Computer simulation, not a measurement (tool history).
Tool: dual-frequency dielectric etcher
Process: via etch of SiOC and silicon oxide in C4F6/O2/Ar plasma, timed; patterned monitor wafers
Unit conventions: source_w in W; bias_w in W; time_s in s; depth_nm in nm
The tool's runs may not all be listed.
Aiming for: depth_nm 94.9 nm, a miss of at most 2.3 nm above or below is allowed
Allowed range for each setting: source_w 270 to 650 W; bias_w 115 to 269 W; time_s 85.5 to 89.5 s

| run | hour | source_w | bias_w | time_s | depth_nm |
|---|---|---|---|---|---|
| 1 | 0 | 460 | 192 | 85.5 | 110.43 |
| 2 | 6.3 | 460 | 210 | 85.5 | 113.33 |
| 3 | 8.8 | 460 | 210 | 85.5 | 112.74 |
| 4 | 10.4 | 460 | 181 | 85.5 | 107.89 |
| 5 | 16.1 | 430 | 178 | 85.5 | 106.42 |
| 6 | 24.1 | 430 | 178 | 85.5 | 105.53 |
| 7 | 32.5 | 410 | 175 | 85.5 | 104.09 |
| 8 | 35.8 | 390 | 171 | 85.5 | 101.86 |
| 9 | 39.4 | 370 | 168 | 85.5 | 99.845 |
| 10 | 46.5 | 360 | 166 | 85.5 | 99.978 |

4 next moves are on the table. One of them brings every result within its allowed miss. Which?
| A | 53.6 | 300 | 142 | 88.5 | ? |
| B | 53.6 | 290 | 181 | 89.5 | ? |
| C | 53.6 | 410 | 158 | 87 | ? |
| D | 53.6 | 410 | 136 | 89 | ? |

| move | depth_nm |
|---|---|
| A | 93.589 |
| B | 100.38 |
| C | 101.97 |
| D | 100.31 |
A: all results in spec
B: further off than the last run
C: further off than the last run
D: further off than the last run
Answer: A
